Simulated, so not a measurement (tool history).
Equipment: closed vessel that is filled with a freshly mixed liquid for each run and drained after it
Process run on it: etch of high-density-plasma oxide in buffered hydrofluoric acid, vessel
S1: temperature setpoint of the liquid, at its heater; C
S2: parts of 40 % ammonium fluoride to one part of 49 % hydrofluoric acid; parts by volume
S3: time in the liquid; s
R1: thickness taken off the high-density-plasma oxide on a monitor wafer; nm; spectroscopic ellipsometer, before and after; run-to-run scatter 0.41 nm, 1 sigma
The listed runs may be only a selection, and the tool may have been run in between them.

{"run": 1, "hour": 0.0, "S1": 22.0, "S2": 15.0, "S3": 30, "R1": 30.645}
{"run": 2, "hour": 6.8, "S1": 22.0, "S2": 15.0, "S3": 30, "R1": 30.866}
{"run": 3, "hour": 9.1, "S1": 23.5, "S2": 13.5, "S3": 30, "R1": 37.51}
{"run": 4, "hour": 10.6, "S1": 22.0, "S2": 13.5, "S3": 30, "R1": 34.062}
{"run": 5, "hour": 19.1, "S1": 23.5, "S2": 12.5, "S3": 30, "R1": 40.031}
{"run": 6, "hour": 22.8, "S1": 25.0, "S2": 12.0, "S3": 30, "R1": 44.914}

Forecast run 7:
{"run": 7, "hour": 23.7, "S1": 26.0, "S2": 11.5, "S3": 30, "R1": "?"}

Run 7 produced R1 50.024 nm.
